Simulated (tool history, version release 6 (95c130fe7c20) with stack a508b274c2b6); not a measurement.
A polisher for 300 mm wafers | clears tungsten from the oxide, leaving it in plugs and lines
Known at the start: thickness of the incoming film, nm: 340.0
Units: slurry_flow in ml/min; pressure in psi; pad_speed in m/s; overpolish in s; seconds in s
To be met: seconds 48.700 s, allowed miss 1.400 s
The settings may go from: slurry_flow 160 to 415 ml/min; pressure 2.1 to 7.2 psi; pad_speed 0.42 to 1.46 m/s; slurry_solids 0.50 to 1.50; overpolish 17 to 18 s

run	hour	slurry_flow	pressure	pad_speed	slurry_solids	overpolish	seconds
1	0.0	265	4.6	0.94	1.00	17	61.667
2	7.1	270	5.0	0.94	1.00	17	56.127
3	7.6	270	5.0	0.94	0.90	17	58.205
4	11.7	310	5.0	0.94	0.90	17	58.420
5	18.3	310	5.3	0.94	0.90	17	55.277
6	26.1	310	5.3	0.94	0.90	17	54.531
# hour 34.4: head pressure recalibrated
7	34.4	310	5.5	0.94	0.90	17	57.881
8	36.8	310	5.5	0.94	0.90	17	57.611

Which of these 4 next moves meets every target?
A	39.2	310	5.2	1.18	1.10	17	?
B	39.2	390	5.6	0.68	0.65	17	?
C	39.2	385	4.6	0.74	1.20	18	?
D	39.2	305	5.2	0.68	0.90	17	?

move	seconds
A	48.729
B	73.905
C	70.888
D	73.118
A: meets every target
B: further off than the last run
C: further off than the last run
D: further off than the last run
Answer: A
